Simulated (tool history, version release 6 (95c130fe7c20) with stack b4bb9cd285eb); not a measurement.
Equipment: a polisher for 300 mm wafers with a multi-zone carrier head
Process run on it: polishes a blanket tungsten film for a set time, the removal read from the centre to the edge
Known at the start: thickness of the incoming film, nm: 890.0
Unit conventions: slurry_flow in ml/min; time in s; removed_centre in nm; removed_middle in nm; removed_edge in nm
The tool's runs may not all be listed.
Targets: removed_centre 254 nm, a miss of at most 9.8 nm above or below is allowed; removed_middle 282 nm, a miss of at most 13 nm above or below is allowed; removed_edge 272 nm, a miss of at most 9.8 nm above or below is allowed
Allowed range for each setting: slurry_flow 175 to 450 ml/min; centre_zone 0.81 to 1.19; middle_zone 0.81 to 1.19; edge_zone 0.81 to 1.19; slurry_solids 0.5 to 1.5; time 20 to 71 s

{"run": 1, "hour": 0.0, "slurry_flow": 290, "centre_zone": 1, "middle_zone": 1, "edge_zone": 1, "slurry_solids": 1, "time": 45, "removed_centre": 205.32, "removed_middle": 207.12, "removed_edge": 202.91}
{"run": 2, "hour": 8.2, "slurry_flow": 290, "centre_zone": 1, "middle_zone": 1.02, "edge_zone": 1.03, "slurry_solids": 1.15, "time": 46, "removed_centre": 211.25, "removed_middle": 223.65, "removed_edge": 217.03}
{"run": 3, "hour": 15.4, "slurry_flow": 295, "centre_zone": 1.02, "middle_zone": 1.03, "edge_zone": 1.06, "slurry_solids": 1.25, "time": 47, "removed_centre": 227.42, "removed_middle": 231.32, "removed_edge": 228.74}
{"run": 4, "hour": 23.3, "slurry_flow": 295, "centre_zone": 1.01, "middle_zone": 1.05, "edge_zone": 1.08, "slurry_solids": 1.3, "time": 48, "removed_centre": 227.76, "removed_middle": 238.72, "removed_edge": 238.84}
{"run": 5, "hour": 31.0, "slurry_flow": 300, "centre_zone": 1.01, "middle_zone": 1.08, "edge_zone": 1.09, "slurry_solids": 1.35, "time": 49, "removed_centre": 239.17, "removed_middle": 253.44, "removed_edge": 250.15}
{"run": 6, "hour": 35.6, "slurry_flow": 365, "centre_zone": 1.01, "middle_zone": 1.08, "edge_zone": 1.09, "slurry_solids": 1.35, "time": 49, "removed_centre": 246.7, "removed_middle": 257.34, "removed_edge": 248.54}
{"run": 7, "hour": 44.2, "slurry_flow": 360, "centre_zone": 1, "middle_zone": 1.1, "edge_zone": 1.1, "slurry_solids": 1.4, "time": 49, "removed_centre": 241, "removed_middle": 266.88, "removed_edge": 251.53}
{"run": 8, "hour": 45.6, "slurry_flow": 355, "centre_zone": 1, "middle_zone": 1.11, "edge_zone": 1.11, "slurry_solids": 1.45, "time": 49, "removed_centre": 241.92, "removed_middle": 262.77, "removed_edge": 251.15}

Of the 4 settings listed for the next run, only one would bring every result within its allowed miss of target. Which one?
{"run": "A", "hour": 47.0, "slurry_flow": 240, "centre_zone": 0.88, "middle_zone": 1.1, "edge_zone": 1.08, "slurry_solids": 1.5, "time": 59, "removed_centre": "?", "removed_middle": "?", "removed_edge": "?"}
{"run": "B", "hour": 47.0, "slurry_flow": 295, "centre_zone": 0.98, "middle_zone": 1.01, "edge_zone": 1.19, "slurry_solids": 1.45, "time": 50, "removed_centre": "?", "removed_middle": "?", "removed_edge": "?"}
{"run": "C", "hour": 47.0, "slurry_flow": 355, "centre_zone": 1, "middle_zone": 1.13, "edge_zone": 1.14, "slurry_solids": 1.45, "time": 51, "removed_centre": "?", "removed_middle": "?", "removed_edge": "?"}
{"run": "D", "hour": 47.0, "slurry_flow": 450, "centre_zone": 1.15, "middle_zone": 1.16, "edge_zone": 1.01, "slurry_solids": 1.3, "time": 50, "removed_centre": "?", "removed_middle": "?", "removed_edge": "?"}

move=A removed_centre=252.92 removed_middle=313.44 removed_edge=299.98
move=B removed_centre=239.2 removed_middle=253.57 removed_edge=269.26
move=C removed_centre=252.8 removed_middle=283.16 removed_edge=271.38
move=D removed_centre=279.49 removed_middle=279.96 removed_edge=247.19
A: takes the biggest miss from the last run beyond its target
B: gets the furthest-off result to its target, but another result is out of tolerance
C: in spec on every target
D: moves away from the targets compared with the last run
Answer: C
